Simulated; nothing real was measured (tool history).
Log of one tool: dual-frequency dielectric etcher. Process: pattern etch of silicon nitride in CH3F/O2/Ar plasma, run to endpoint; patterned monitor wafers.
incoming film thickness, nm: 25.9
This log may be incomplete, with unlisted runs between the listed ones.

Run 1, day 0: source power (W) 300, bias power (W) 52. Result: endpoint time (s) 42.518.
Run 2, day 0.238: source power (W) 300, bias power (W) 43. Result: endpoint time (s) 44.736.
Run 3, day 0.554: source power (W) 320, bias power (W) 44. Result: endpoint time (s) 43.601.
Run 4, day 0.908: source power (W) 360, bias power (W) 44. Result: endpoint time (s) 42.085.
Run 5, day 1.071: source power (W) 370, bias power (W) 45. Result: endpoint time (s) 41.662.
Run 6, day 1.192: source power (W) 410, bias power (W) 45. Result: endpoint time (s) 39.816.
Run 7, day 1.438: source power (W) 410, bias power (W) 46. Result: endpoint time (s) 39.973.
Run 8, day 1.617: source power (W) 410, bias power (W) 47. Result: endpoint time (s) 39.797.

Expected results for the next run?
Run 9, day 1.646: source power (W) 410, bias power (W) 48. Result: endpoint time (s) ?.

endpoint time (s): 39.47
